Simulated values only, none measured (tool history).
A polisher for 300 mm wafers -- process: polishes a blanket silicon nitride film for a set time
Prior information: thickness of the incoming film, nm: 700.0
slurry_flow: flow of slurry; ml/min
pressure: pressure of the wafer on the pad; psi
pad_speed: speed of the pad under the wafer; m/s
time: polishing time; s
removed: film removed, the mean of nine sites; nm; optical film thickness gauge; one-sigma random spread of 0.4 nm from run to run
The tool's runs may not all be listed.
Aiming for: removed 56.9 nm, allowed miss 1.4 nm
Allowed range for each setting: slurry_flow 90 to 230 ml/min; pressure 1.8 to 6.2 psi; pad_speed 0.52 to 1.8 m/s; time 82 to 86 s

{"run": 1, "hour": 0.0, "slurry_flow": 150, "pressure": 4, "pad_speed": 1.16, "time": 82, "removed": 149.62}
{"run": 2, "hour": 4.8, "slurry_flow": 150, "pressure": 4, "pad_speed": 1.06, "time": 82, "removed": 135.89}
{"run": 3, "hour": 7.1, "slurry_flow": 145, "pressure": 3.8, "pad_speed": 1.02, "time": 82, "removed": 126.9}
{"run": 4, "hour": 14.3, "slurry_flow": 125, "pressure": 3.8, "pad_speed": 1.02, "time": 82, "removed": 123.69}
{"run": 5, "hour": 22.5, "slurry_flow": 125, "pressure": 3.2, "pad_speed": 1.02, "time": 82, "removed": 104.49}
{"run": 6, "hour": 30.8, "slurry_flow": 125, "pressure": 3.2, "pad_speed": 1.16, "time": 82, "removed": 117.01}
{"run": 7, "hour": 37.2, "slurry_flow": 125, "pressure": 3.1, "pad_speed": 1.12, "time": 82, "removed": 109.99}
{"run": 8, "hour": 38.5, "slurry_flow": 125, "pressure": 3, "pad_speed": 1.08, "time": 82, "removed": 104.31}
{"run": 9, "hour": 46.5, "slurry_flow": 125, "pressure": 2.9, "pad_speed": 1.04, "time": 82, "removed": 97.807}
{"run": 10, "hour": 54.8, "slurry_flow": 100, "pressure": 1.8, "pad_speed": 0.72, "time": 82, "removed": 45.316}

Consider the 5 candidate settings below. Which is the only one whose results all fall within their allowed miss of target?
{"run": "A", "hour": 63.1, "slurry_flow": 95, "pressure": 1.8, "pad_speed": 0.88, "time": 83, "removed": "?"}
{"run": "B", "hour": 63.1, "slurry_flow": 95, "pressure": 2.8, "pad_speed": 0.58, "time": 82, "removed": "?"}
{"run": "C", "hour": 63.1, "slurry_flow": 95, "pressure": 2.2, "pad_speed": 0.72, "time": 82, "removed": "?"}
{"run": "D", "hour": 63.1, "slurry_flow": 90, "pressure": 2.1, "pad_speed": 0.86, "time": 85, "removed": "?"}
{"run": "E", "hour": 63.1, "slurry_flow": 95, "pressure": 2.3, "pad_speed": 0.76, "time": 85, "removed": "?"}

move=A removed=53.466
move=B removed=56.335
move=C removed=53.782
move=D removed=61.026
move=E removed=60.594
A: nearer the targets than the last run, but a result is still out of spec
B: all results in spec
C: nearer the targets than the last run, but a result is still out of spec
D: pushes the last run's worst result past its target
E: pushes the last run's worst result past its target
Move B is the one to make.
